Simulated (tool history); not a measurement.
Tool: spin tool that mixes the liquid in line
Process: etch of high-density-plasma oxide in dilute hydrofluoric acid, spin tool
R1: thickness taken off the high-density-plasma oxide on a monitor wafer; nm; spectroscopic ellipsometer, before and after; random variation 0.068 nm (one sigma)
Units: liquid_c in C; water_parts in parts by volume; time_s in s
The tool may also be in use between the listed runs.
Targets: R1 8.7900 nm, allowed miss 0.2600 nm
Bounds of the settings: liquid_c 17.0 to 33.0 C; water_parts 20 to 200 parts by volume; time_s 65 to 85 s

run 1 day=0.000 | liquid_c=25.0 water_parts=110 time_s=85 | R1=3.7720
run 2 day=0.288 | liquid_c=25.0 water_parts=110 time_s=65 | R1=2.9076
run 3 day=0.588 | liquid_c=25.0 water_parts=125 time_s=65 | R1=2.4954
run 4 day=0.696 | liquid_c=21.5 water_parts=125 time_s=65 | R1=2.1774
run 5 day=0.833 | liquid_c=21.5 water_parts=110 time_s=65 | R1=2.4901
run 6 day=1.133 | liquid_c=23.0 water_parts=100 time_s=65 | R1=2.9452
run 7 day=1.338 | liquid_c=24.5 water_parts=90 time_s=65 | R1=3.5711
run 8 day=1.375 | liquid_c=25.5 water_parts=85 time_s=65 | R1=3.9901
run 9 day=1.592 | liquid_c=29.5 water_parts=40 time_s=65 | R1=10.5440
run 10 day=1.779 | liquid_c=29.0 water_parts=40 time_s=65 | R1=10.1710
run 11 day=1.817 | liquid_c=28.5 water_parts=40 time_s=65 | R1=10.0790
run 12 day=2.029 | liquid_c=28.5 water_parts=40 time_s=65 | R1=10.1660
run 13 day=2.258 | liquid_c=28.0 water_parts=40 time_s=65 | R1=9.8735
run 14 day=2.317 | liquid_c=27.5 water_parts=40 time_s=65 | R1=9.6776
run 15 day=2.592 | liquid_c=27.0 water_parts=40 time_s=65 | R1=9.5743
run 16 day=2.792 | liquid_c=26.5 water_parts=40 time_s=65 | R1=9.3339

Which of these 5 next moves meets every target?
run A day=2.992 | liquid_c=29.5 water_parts=65 time_s=85 | R1=?
run B day=2.992 | liquid_c=28.5 water_parts=55 time_s=75 | R1=?
run C day=2.992 | liquid_c=26.0 water_parts=50 time_s=75 | R1=?
run D day=2.992 | liquid_c=20.5 water_parts=35 time_s=80 | R1=?
run E day=2.992 | liquid_c=28.0 water_parts=45 time_s=65 | R1=?

move=A R1=8.1262
move=B R1=8.2580
move=C R1=8.2615
move=D R1=10.1640
move=E R1=8.6931
A: takes the result that was furthest off past its target
B: takes the result that was furthest off past its target
C: takes the result that was furthest off past its target
D: further off than the last run
E: meets every target
Answer: E
